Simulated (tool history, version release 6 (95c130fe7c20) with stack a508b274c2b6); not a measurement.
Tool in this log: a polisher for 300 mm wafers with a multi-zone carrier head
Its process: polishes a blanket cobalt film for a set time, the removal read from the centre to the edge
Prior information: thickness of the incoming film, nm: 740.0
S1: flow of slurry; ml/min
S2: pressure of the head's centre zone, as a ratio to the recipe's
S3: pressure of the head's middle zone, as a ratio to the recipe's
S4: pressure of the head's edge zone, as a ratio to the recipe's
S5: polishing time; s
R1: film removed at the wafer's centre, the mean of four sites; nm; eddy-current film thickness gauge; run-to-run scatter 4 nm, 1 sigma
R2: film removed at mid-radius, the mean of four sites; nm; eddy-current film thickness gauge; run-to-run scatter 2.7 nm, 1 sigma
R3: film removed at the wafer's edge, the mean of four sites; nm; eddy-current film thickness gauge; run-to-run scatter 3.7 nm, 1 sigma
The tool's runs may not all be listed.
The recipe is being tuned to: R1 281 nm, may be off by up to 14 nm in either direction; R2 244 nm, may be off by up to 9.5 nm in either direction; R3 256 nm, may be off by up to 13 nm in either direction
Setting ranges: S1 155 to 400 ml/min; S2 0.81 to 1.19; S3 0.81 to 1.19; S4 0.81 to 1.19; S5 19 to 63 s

| run | hour | S1 | S2 | S3 | S4 | S5 | R1 | R2 | R3 |
|---|---|---|---|---|---|---|---|---|---|
| 1 | 0 | 255 | 1 | 1 | 1 | 41 | 217.02 | 214.03 | 214.26 |
| 2 | 7.7 | 255 | 1.01 | 1 | 1.01 | 42 | 224.25 | 225.58 | 220.03 |
| 3 | 8.5 | 255 | 1.01 | 1 | 1.01 | 47 | 247.95 | 252.2 | 250.91 |
| 4 | 16.4 | 255 | 1.02 | 0.99 | 1.01 | 47 | 253.09 | 250.84 | 250.83 |
| 5 | 24.4 | 255 | 1.02 | 0.99 | 1.1 | 47 | 253.82 | 247.97 | 250.46 |
| 6 | 32.5 | 255 | 0.98 | 0.99 | 1.1 | 47 | 245.66 | 248.1 | 253.71 |
| 7 | 38.7 | 255 | 0.99 | 0.98 | 1.1 | 47 | 246.65 | 254.73 | 252.71 |
| 8 | 45.5 | 255 | 0.99 | 0.98 | 1.1 | 47 | 252.68 | 243.96 | 254.26 |
| 9 | 46.2 | 255 | 1 | 0.98 | 1.1 | 47 | 246.92 | 247.95 | 260.96 |
| 10 | 54.9 | 260 | 1.02 | 0.98 | 1.1 | 47 | 259.21 | 250.37 | 259.78 |
| 11 | 61.7 | 260 | 1.03 | 0.98 | 1.1 | 47 | 262 | 251.13 | 257.08 |
| 12 | 68.6 | 260 | 1.04 | 0.98 | 1.1 | 47 | 258.27 | 244.29 | 254.54 |
| 13 | 72.6 | 260 | 1.05 | 0.98 | 1.1 | 47 | 256.91 | 252.47 | 259.83 |
| 14 | 75.9 | 270 | 1.07 | 0.97 | 1.08 | 47 | 274.29 | 247.21 | 255.77 |

Pick the move, out of 5, that brings all results within their allowed miss; only one does.
| A | 79.2 | 310 | 1.13 | 0.98 | 1.13 | 46 | ? | ? | ? |
| B | 79.2 | 260 | 0.97 | 0.81 | 1.14 | 49 | ? | ? | ? |
| C | 79.2 | 280 | 1.06 | 1 | 1.09 | 46 | ? | ? | ? |
| D | 79.2 | 190 | 1.02 | 1.01 | 1.1 | 49 | ? | ? | ? |
| E | 79.2 | 315 | 1.06 | 1.05 | 1.05 | 48 | ? | ? | ? |

| move | R1 | R2 | R3 |
|---|---|---|---|
| A | 278.09 | 246.48 | 259.5 |
| B | 258.57 | 230.84 | 274.8 |
| C | 262.02 | 247.44 | 253.01 |
| D | 259.05 | 254.68 | 262.6 |
| E | 276.62 | 269.02 | 261.05 |
A: every result within its allowed miss
B: lands further from the targets than the last run did
C: lands further from the targets than the last run did
D: lands further from the targets than the last run did
E: the worst result of the last run now meets its target, but another is out of spec
A meets every target.

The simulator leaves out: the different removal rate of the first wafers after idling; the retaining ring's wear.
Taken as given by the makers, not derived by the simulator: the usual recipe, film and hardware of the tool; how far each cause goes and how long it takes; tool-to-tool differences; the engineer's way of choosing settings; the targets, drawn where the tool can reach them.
